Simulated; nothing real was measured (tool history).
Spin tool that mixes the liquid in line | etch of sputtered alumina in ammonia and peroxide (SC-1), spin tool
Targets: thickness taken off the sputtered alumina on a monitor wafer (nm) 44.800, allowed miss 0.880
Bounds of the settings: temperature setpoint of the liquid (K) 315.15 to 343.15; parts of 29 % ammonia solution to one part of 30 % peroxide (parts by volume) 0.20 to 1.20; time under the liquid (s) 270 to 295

| run | day | temperature setpoint of the liquid (K) | parts of 29 % ammonia solution to one part of 30 % peroxide (parts by volume) | time under the liquid (s) | thickness taken off the sputtered alumina on a monitor wafer (nm) |
|---|---|---|---|---|---|
| 1 | 0.000 | 331.15 | 0.90 | 270 | 26.730 |
| 2 | 0.188 | 327.15 | 0.90 | 270 | 21.789 |
| 3 | 0.317 | 327.15 | 0.90 | 270 | 21.746 |
| 4 | 0.554 | 327.15 | 0.60 | 270 | 20.990 |
| 5 | 0.862 | 328.65 | 0.60 | 270 | 22.665 |
| 6 | 1.167 | 326.15 | 0.60 | 270 | 19.883 |
| 7 | 1.196 | 328.15 | 0.60 | 270 | 22.222 |
| 8 | 1.525 | 329.65 | 0.60 | 270 | 23.844 |
| 9 | 1.554 | 331.15 | 0.60 | 270 | 25.733 |
| 10 | 1.912 | 332.15 | 0.60 | 270 | 27.343 |
| 11 | 2.175 | 332.15 | 0.60 | 270 | 27.259 |
| 12 | 2.200 | 333.15 | 0.60 | 270 | 28.597 |
| 13 | 2.246 | 334.15 | 0.60 | 270 | 30.208 |
| 14 | 2.296 | 335.15 | 0.60 | 270 | 31.482 |
| 15 | 2.354 | 336.15 | 0.60 | 270 | 33.667 |
| 16 | 2.579 | 342.65 | 0.60 | 270 | 45.861 |

Which of these 4 next moves meets every target?
| A | 2.804 | 341.65 | 0.85 | 275 | ? |
| B | 2.804 | 343.15 | 0.60 | 270 | ? |
| C | 2.804 | 343.15 | 0.60 | 275 | ? |
| D | 2.804 | 343.15 | 0.35 | 270 | ? |

| move | thickness taken off the sputtered alumina on a monitor wafer (nm) |
|---|---|
| A | 46.589 |
| B | 47.588 |
| C | 48.469 |
| D | 45.234 |
A: further off than the last run
B: further off than the last run
C: further off than the last run
D: meets every target
The right move is D.

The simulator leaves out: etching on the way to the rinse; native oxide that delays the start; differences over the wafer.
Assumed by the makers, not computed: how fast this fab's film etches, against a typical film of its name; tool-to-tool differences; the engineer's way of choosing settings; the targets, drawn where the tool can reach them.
